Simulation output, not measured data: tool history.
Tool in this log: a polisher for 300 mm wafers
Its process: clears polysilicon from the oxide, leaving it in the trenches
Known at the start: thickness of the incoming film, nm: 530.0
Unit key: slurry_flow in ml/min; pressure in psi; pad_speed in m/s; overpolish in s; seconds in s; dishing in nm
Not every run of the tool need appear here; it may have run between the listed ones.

Run 1, hour 0: slurry_flow 175 ml/min, pressure 3.1 psi, pad_speed 1.06 m/s, overpolish 17 s. Result: seconds 40.075 s, dishing 38.364 nm.
Run 2, hour 3.3: slurry_flow 130 ml/min, pressure 3.1 psi, pad_speed 1.06 m/s, overpolish 17 s. Result: seconds 43.678 s, dishing 37.561 nm.
Run 3, hour 7.4: slurry_flow 125 ml/min, pressure 2.8 psi, pad_speed 1 m/s, overpolish 16 s. Result: seconds 51.462 s, dishing 37.984 nm.
Run 4, hour 13.4: slurry_flow 120 ml/min, pressure 2.6 psi, pad_speed 0.94 m/s, overpolish 14 s. Result: seconds 58.175 s, dishing 37.858 nm.
Run 5, hour 21.3: slurry_flow 160 ml/min, pressure 2.6 psi, pad_speed 0.94 m/s, overpolish 14 s. Result: seconds 56.233 s, dishing 37.533 nm.
Run 6, hour 25.3: slurry_flow 160 ml/min, pressure 2.4 psi, pad_speed 0.92 m/s, overpolish 12 s. Result: seconds 60.499 s, dishing 35.968 nm.

Run 7, settings as shown, results not yet in. Your forecast:
Run 7, hour 32.5: slurry_flow 155 ml/min, pressure 2.2 psi, pad_speed 0.9 m/s, overpolish 13 s. Result: seconds ?, dishing ?.

seconds: 68.445 s
dishing: 35.355 nm
